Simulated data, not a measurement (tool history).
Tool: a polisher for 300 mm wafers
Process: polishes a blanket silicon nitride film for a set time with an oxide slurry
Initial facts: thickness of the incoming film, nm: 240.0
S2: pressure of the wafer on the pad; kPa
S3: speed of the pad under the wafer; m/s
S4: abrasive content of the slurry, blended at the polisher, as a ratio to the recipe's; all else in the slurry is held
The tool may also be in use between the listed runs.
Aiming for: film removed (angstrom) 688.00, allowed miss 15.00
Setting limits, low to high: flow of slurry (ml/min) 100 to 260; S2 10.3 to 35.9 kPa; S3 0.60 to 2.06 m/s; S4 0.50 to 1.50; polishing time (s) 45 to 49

{"run": 1, "hour": 0.0, "flow of slurry (ml/min)": 165, "S2": 22.8, "S3": 1.32, "S4": 1.0, "polishing time (s)": 49, "film removed (angstrom)": 390.96}
{"run": 2, "hour": 8.4, "flow of slurry (ml/min)": 165, "S2": 22.8, "S3": 1.32, "S4": 1.0, "polishing time (s)": 49, "film removed (angstrom)": 391.09}
{"run": 3, "hour": 11.4, "flow of slurry (ml/min)": 165, "S2": 27.6, "S3": 1.32, "S4": 1.0, "polishing time (s)": 49, "film removed (angstrom)": 464.8}
{"run": 4, "hour": 16.0, "flow of slurry (ml/min)": 165, "S2": 27.6, "S3": 1.32, "S4": 1.0, "polishing time (s)": 49, "film removed (angstrom)": 466.19}
{"hour": 16.8, "done": "head pressure recalibrated"}
{"run": 5, "hour": 16.8, "flow of slurry (ml/min)": 165, "S2": 30.3, "S3": 1.32, "S4": 1.0, "polishing time (s)": 49, "film removed (angstrom)": 550.39}
{"run": 6, "hour": 24.1, "flow of slurry (ml/min)": 165, "S2": 30.3, "S3": 1.32, "S4": 1.0, "polishing time (s)": 49, "film removed (angstrom)": 554.4}
{"run": 7, "hour": 29.0, "flow of slurry (ml/min)": 170, "S2": 31.0, "S3": 1.32, "S4": 1.0, "polishing time (s)": 49, "film removed (angstrom)": 563.8}
{"run": 8, "hour": 31.5, "flow of slurry (ml/min)": 175, "S2": 31.7, "S3": 1.32, "S4": 1.0, "polishing time (s)": 49, "film removed (angstrom)": 582.11}
{"run": 9, "hour": 34.0, "flow of slurry (ml/min)": 180, "S2": 32.4, "S3": 1.32, "S4": 1.0, "polishing time (s)": 49, "film removed (angstrom)": 593.73}
{"run": 10, "hour": 35.8, "flow of slurry (ml/min)": 180, "S2": 32.4, "S3": 1.32, "S4": 1.0, "polishing time (s)": 49, "film removed (angstrom)": 597.61}
{"run": 11, "hour": 39.1, "flow of slurry (ml/min)": 230, "S2": 35.2, "S3": 1.32, "S4": 1.0, "polishing time (s)": 49, "film removed (angstrom)": 654.7}
{"run": 12, "hour": 43.3, "flow of slurry (ml/min)": 220, "S2": 35.9, "S3": 1.32, "S4": 1.0, "polishing time (s)": 49, "film removed (angstrom)": 656.52}

Exercise: of the 5 proposed moves below, exactly one satisfies all targets within the stated allowed misses. Which move is it?
{"run": "A", "hour": 47.5, "flow of slurry (ml/min)": 215, "S2": 31.7, "S3": 1.38, "S4": 1.1, "polishing time (s)": 46, "film removed (angstrom)": "?"}
{"run": "B", "hour": 47.5, "flow of slurry (ml/min)": 210, "S2": 35.9, "S3": 1.24, "S4": 0.95, "polishing time (s)": 49, "film removed (angstrom)": "?"}
{"run": "C", "hour": 47.5, "flow of slurry (ml/min)": 225, "S2": 35.2, "S3": 1.4, "S4": 1.05, "polishing time (s)": 48, "film removed (angstrom)": "?"}
{"run": "D", "hour": 47.5, "flow of slurry (ml/min)": 180, "S2": 35.9, "S3": 1.36, "S4": 0.95, "polishing time (s)": 49, "film removed (angstrom)": "?"}
{"run": "E", "hour": 47.5, "flow of slurry (ml/min)": 215, "S2": 34.5, "S3": 1.46, "S4": 0.95, "polishing time (s)": 48, "film removed (angstrom)": "?"}

move=A film_removed_(angstrom)=603.29
move=B film_removed_(angstrom)=617.25
move=C film_removed_(angstrom)=688.23
move=D film_removed_(angstrom)=646.66
move=E film_removed_(angstrom)=655.74
A: moves away from the targets compared with the last run
B: moves away from the targets compared with the last run
C: all results in spec
D: moves away from the targets compared with the last run
E: as far off as the last run
Answer: C
